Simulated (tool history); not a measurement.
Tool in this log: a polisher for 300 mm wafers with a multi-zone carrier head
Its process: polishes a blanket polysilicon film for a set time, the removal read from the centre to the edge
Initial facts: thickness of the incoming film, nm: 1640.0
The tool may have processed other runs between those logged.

run  hour  flow of slurry (ml/min)  pressure of the head's centre zone  pressure of the head's middle zone  pressure of the head's edge zone  polishing time (s)  film removed at the wafer's centre (Å)  film removed at mid-radius (Å)  film removed at the wafer's edge (Å)
  1     0                      135                                   1                                   1                                 1                  59                                  4705.5                          4651.3                                4646.9
  2   5.2                      125                                0.98                                0.95                              0.96                  55                                  4177.7                          4122.8                                4286.6
  3  10.8                      125                                0.99                                0.92                              0.93                  51                                  3937.2                          3808.3                                3911.8
  4  13.1                      125                                0.99                                0.92                              1.01                  51                                  3960.5                          3748.5                                3984.9
  5  21.3                      125                                0.99                                0.92                              0.95                  51                                  3993.3                          3702.6                                3884.7
  6  29.8                      120                                0.98                                 0.9                              0.92                  49                                  3689.7                          3514.5                                3688.2
  7  34.3                      110                                0.98                                0.88                               0.9                  49                                  3646.7                          3447.7                                3611.8
  8  35.3                      105                                0.98                                0.86                               0.9                  48                                  3547.4                          3221.1                                3507.1
  9    42                      100                                0.97                                0.86                              0.89                  48                                  3479.8                          3185.1                                  3401
 10  48.9                       95                                0.96                                0.86                               0.9                  48                                  3420.8                          3129.5                                3468.8

The next listed run, before its measurement:
 11  50.1                       85                                0.95                                0.85                              0.85                  47                                       ?                               ?                                     ?

{"run 11": {"film removed at the wafer's centre (Å)": 3210, "film removed at mid-radius (Å)": 2997.1, "film removed at the wafer's edge (Å)": 3256.5}}

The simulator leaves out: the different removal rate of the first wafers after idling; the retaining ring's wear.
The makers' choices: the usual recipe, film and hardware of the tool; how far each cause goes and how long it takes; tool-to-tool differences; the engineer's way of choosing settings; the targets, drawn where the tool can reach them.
